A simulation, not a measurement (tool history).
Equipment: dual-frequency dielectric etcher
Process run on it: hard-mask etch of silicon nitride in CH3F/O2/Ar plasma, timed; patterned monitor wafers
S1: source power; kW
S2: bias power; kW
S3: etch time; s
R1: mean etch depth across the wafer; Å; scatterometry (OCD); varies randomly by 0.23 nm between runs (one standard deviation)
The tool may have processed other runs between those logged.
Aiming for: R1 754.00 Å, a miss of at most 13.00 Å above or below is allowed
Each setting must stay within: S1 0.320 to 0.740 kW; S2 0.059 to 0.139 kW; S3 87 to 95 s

{"run": 1, "hour": 0.0, "S1": 0.53, "S2": 0.099, "S3": 95, "R1": 818.53}
{"run": 2, "hour": 7.2, "S1": 0.53, "S2": 0.099, "S3": 95, "R1": 811.58}
{"run": 3, "hour": 11.5, "S1": 0.61, "S2": 0.099, "S3": 95, "R1": 869.53}
{"run": 4, "hour": 16.3, "S1": 0.57, "S2": 0.098, "S3": 95, "R1": 834.61}
{"run": 5, "hour": 17.4, "S1": 0.54, "S2": 0.097, "S3": 95, "R1": 821.2}
{"run": 6, "hour": 20.6, "S1": 0.54, "S2": 0.097, "S3": 95, "R1": 820.72}
{"run": 7, "hour": 21.5, "S1": 0.54, "S2": 0.097, "S3": 95, "R1": 816.19}
{"run": 8, "hour": 25.9, "S1": 0.52, "S2": 0.096, "S3": 95, "R1": 800.22}
{"run": 9, "hour": 34.1, "S1": 0.5, "S2": 0.096, "S3": 95, "R1": 782.5}
{"run": 10, "hour": 38.7, "S1": 0.49, "S2": 0.096, "S3": 95, "R1": 783.26}
{"run": 11, "hour": 43.8, "S1": 0.48, "S2": 0.096, "S3": 95, "R1": 776.19}

4 next moves are on the table. One of them brings every result within its allowed miss. Which?
{"run": "A", "hour": 48.9, "S1": 0.59, "S2": 0.086, "S3": 93, "R1": "?"}
{"run": "B", "hour": 48.9, "S1": 0.49, "S2": 0.097, "S3": 91, "R1": "?"}
{"run": "C", "hour": 48.9, "S1": 0.51, "S2": 0.095, "S3": 95, "R1": "?"}
{"run": "D", "hour": 48.9, "S1": 0.58, "S2": 0.105, "S3": 88, "R1": "?"}

move=A R1=799.91
move=B R1=754.29
move=C R1=795.19
move=D R1=807.59
A: further off than the last run
B: every result lands within tolerance
C: further off than the last run
D: further off than the last run
B meets every target.
